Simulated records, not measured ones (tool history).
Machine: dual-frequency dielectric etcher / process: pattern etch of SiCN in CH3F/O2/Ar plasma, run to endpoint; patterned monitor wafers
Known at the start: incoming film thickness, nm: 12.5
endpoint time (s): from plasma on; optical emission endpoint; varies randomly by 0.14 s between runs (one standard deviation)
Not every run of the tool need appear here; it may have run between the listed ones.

{"run": 1, "hour": 0.0, "source power (kW)": 0.4, "bias power (kW)": 0.071, "endpoint time (s)": 34.201}
{"run": 2, "hour": 1.1, "source power (kW)": 0.35, "bias power (kW)": 0.071, "endpoint time (s)": 35.133}
{"run": 3, "hour": 8.5, "source power (kW)": 0.3, "bias power (kW)": 0.071, "endpoint time (s)": 37.199}
{"run": 4, "hour": 14.4, "source power (kW)": 0.34, "bias power (kW)": 0.071, "endpoint time (s)": 35.678}
{"run": 5, "hour": 16.3, "source power (kW)": 0.36, "bias power (kW)": 0.071, "endpoint time (s)": 35.019}
{"run": 6, "hour": 21.0, "source power (kW)": 0.33, "bias power (kW)": 0.071, "endpoint time (s)": 36.056}
{"run": 7, "hour": 27.0, "source power (kW)": 0.35, "bias power (kW)": 0.071, "endpoint time (s)": 35.588}

What does the tool deliver on the next run?
{"run": 8, "hour": 34.7, "source power (kW)": 0.37, "bias power (kW)": 0.071, "endpoint time (s)": "?"}

For run 8 the tool returned endpoint time (s) 35.225.
